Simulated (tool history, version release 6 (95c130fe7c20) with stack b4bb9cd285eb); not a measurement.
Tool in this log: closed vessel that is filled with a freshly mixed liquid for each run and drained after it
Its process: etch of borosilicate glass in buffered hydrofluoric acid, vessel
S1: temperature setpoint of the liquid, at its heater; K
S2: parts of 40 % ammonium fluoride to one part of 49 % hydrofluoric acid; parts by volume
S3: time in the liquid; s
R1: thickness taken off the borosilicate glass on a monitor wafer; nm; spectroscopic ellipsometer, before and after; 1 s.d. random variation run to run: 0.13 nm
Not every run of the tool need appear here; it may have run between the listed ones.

run,hour,S1,S2,S3,R1
1,0,295.15,23,30,14.658
2,2.6,295.65,23,30,14.828
3,9.6,295.65,23,30,14.956
4,14.4,298.15,23,30,16.924
5,18.9,298.65,23,30,17.573
6,19.5,299.15,23,30,17.958
7,21.1,299.65,23,30,18.548

What does the tool deliver on the next run?
8,26.8,300.65,23,30,?

{"run 8": {"R1": 19.442}}
